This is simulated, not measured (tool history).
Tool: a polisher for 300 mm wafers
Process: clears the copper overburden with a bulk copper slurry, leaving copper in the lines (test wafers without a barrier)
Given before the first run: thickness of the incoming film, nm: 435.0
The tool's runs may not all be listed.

| run | hour | flow of slurry (ml/min) | pressure of the wafer on the pad (psi) | speed of the pad under the wafer (cm/s) | abrasive content of the slurry | overpolish time after the end point (s) | time until the end point was called (s) | dishing of a wide line in a test structure (Å) |
|---|---|---|---|---|---|---|---|---|
| 1 | 0 | 240 | 1.6 | 108 | 1 | 26 | 71.577 | 707.95 |
| 2 | 8.1 | 240 | 1.4 | 108 | 1 | 22 | 78.893 | 611.25 |
| 3 | 9.6 | 240 | 1.3 | 106 | 1 | 19 | 82.033 | 544.18 |
| 4 | 15.6 | 240 | 1 | 106 | 1 | 19 | 102.31 | 473.6 |
| 5 | 23.3 | 240 | 0.9 | 106 | 1 | 17 | 107.43 | 409.11 |
| 6 | 24.8 | 240 | 1 | 106 | 1 | 17 | 99.764 | 428.29 |
| 7 | 30.7 | 240 | 1 | 106 | 1 | 17 | 99.609 | 423.67 |

Run 8, settings as shown, results not yet in. Your forecast:
| 8 | 33.8 | 240 | 0.7 | 108 | 1 | 8 | ? | ? |

For run 8 the tool returned time until the end point was called (s) 125.87, dishing of a wide line in a test structure (Å) 199.83.
